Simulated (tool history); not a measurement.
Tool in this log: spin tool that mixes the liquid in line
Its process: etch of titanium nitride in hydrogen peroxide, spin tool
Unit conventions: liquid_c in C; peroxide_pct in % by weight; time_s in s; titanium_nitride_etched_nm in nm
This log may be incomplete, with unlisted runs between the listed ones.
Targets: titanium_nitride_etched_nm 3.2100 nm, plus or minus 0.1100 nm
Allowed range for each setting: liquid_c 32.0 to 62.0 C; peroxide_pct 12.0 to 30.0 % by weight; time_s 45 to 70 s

run,hour,liquid_c,peroxide_pct,time_s,titanium_nitride_etched_nm
1,0.0,46.0,23.0,70,3.9669
2,5.3,40.0,23.0,70,2.5506
3,11.5,40.0,25.5,70,2.5944
4,15.4,35.0,25.5,70,1.7661
5,18.1,36.5,25.5,70,2.0032
6,24.8,37.5,25.5,70,2.1411
7,30.2,38.5,25.5,70,2.3324
8,38.5,39.0,25.5,70,2.3983
9,40.8,39.5,25.5,70,2.5017
10,49.4,40.0,25.5,70,2.5696
11,52.5,40.5,25.5,70,2.6802
12,59.7,43.5,25.5,70,3.3638

Which single option among these 4 for the next run brings every result within its allowed miss of target? Just one does.
A,66.9,43.0,24.5,70,?
B,66.9,45.0,27.0,65,?
C,66.9,44.0,24.5,70,?
D,66.9,44.0,25.0,70,?

move,titanium_nitride_etched_nm
A,3.1869
B,3.5120
C,3.4359
D,3.4511
A: each result inside its tolerance
B: lands further from the targets than the last run did
C: lands further from the targets than the last run did
D: lands further from the targets than the last run did
Move A is the one to make.

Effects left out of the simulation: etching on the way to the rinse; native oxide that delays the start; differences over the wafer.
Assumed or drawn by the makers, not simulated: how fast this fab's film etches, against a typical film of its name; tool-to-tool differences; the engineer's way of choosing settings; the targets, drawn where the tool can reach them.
